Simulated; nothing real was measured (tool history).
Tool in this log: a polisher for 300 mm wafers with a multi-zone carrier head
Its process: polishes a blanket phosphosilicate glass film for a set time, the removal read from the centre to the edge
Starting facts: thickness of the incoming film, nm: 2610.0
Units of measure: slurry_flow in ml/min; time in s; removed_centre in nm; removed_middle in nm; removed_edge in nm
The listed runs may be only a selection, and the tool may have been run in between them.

run  hour  slurry_flow  centre_zone  middle_zone  edge_zone  slurry_solids  time  removed_centre  removed_middle  removed_edge
  1   0.0          245         1.00         1.00       1.00           1.00    35          242.54          238.49        238.45
  2   3.1          245         0.97         1.00       0.97           0.90    34          217.78          220.05        217.31
  3  10.8          245         0.97         1.00       0.93           0.90    34          211.91          218.69        203.98
  4  12.4          240         0.94         0.98       0.91           0.85    34          204.85          212.57        203.26
  5  16.4          240         0.94         0.98       0.99           0.85    34          204.05          210.23        217.52
  6  21.6          240         0.94         0.98       0.99           0.95    34          216.03          220.68        219.33
  7  26.6          235         0.92         0.97       0.96           0.90    34          207.38          214.70        217.67
  8  30.9          235         0.92         0.97       0.96           0.90    34          206.23          212.64        213.77
  9  37.3          235         0.91         0.97       0.93           0.80    34          193.72          199.09        197.01
 10  44.1          230         0.89         0.98       0.92           0.75    34          177.19          195.20        187.57
 11  51.4          225         0.88         0.97       0.90           0.75    34          178.83          195.36        185.82

Expected results for the next run?
 12  60.4          215         0.82         0.96       0.87           0.50    34               ?               ?             ?

{"run 12": {"removed_centre": 130.38, "removed_middle": 151.67, "removed_edge": 145.83}}

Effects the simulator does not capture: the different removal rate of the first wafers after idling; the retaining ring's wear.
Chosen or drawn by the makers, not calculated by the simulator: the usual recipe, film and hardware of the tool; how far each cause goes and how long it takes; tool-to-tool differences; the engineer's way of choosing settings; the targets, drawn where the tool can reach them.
